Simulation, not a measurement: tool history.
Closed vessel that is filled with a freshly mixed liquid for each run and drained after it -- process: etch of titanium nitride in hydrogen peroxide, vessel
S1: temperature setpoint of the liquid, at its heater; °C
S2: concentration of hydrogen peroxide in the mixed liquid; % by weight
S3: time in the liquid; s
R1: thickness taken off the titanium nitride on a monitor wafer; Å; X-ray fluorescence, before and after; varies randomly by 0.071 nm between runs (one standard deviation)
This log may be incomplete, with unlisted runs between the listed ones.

Run 1, hour 0.0: S1 50 °C, S2 24.5 % by weight, S3 395 s. Result: R1 164.35 Å.
Run 2, hour 7.5: S1 50 °C, S2 24.5 % by weight, S3 395 s. Result: R1 164.18 Å.
Run 3, hour 9.2: S1 50 °C, S2 24.5 % by weight, S3 395 s. Result: R1 165.00 Å.
Run 4, hour 16.3: S1 55 °C, S2 24.5 % by weight, S3 395 s. Result: R1 233.27 Å.
Run 5, hour 24.0: S1 55 °C, S2 30.0 % by weight, S3 395 s. Result: R1 243.80 Å.
Run 6, hour 29.1: S1 50 °C, S2 30.0 % by weight, S3 395 s. Result: R1 170.65 Å.

Expected results for the next run?
Run 7, hour 32.0: S1 49 °C, S2 30.0 % by weight, S3 395 s. Result: R1 ?.

For run 7 the tool returned R1 160.71 Å.

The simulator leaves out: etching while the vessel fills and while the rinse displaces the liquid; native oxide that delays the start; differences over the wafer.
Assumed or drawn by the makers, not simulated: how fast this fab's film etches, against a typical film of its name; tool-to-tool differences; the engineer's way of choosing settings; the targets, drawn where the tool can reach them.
